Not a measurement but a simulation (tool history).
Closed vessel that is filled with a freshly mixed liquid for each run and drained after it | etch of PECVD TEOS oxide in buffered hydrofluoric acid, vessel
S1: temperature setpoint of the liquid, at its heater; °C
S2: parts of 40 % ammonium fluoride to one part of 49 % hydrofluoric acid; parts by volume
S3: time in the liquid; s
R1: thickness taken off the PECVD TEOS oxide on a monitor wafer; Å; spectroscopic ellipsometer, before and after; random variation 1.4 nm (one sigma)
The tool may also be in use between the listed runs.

run	day	S1	S2	S3	R1
1	0	20	19	85	1396.7
2	0.233	17.5	19	85	1224.9
3	0.529	19.5	19	85	1370
4	0.779	21	19	85	1500.8
5	1.158	21	22.5	85	1311.4
6	1.412	22.5	22.5	85	1438.7

Run 7 comes next. What will it give?
7	1.767	23.5	22.5	85	?

Run 7 gave R1 1519.8 Å.
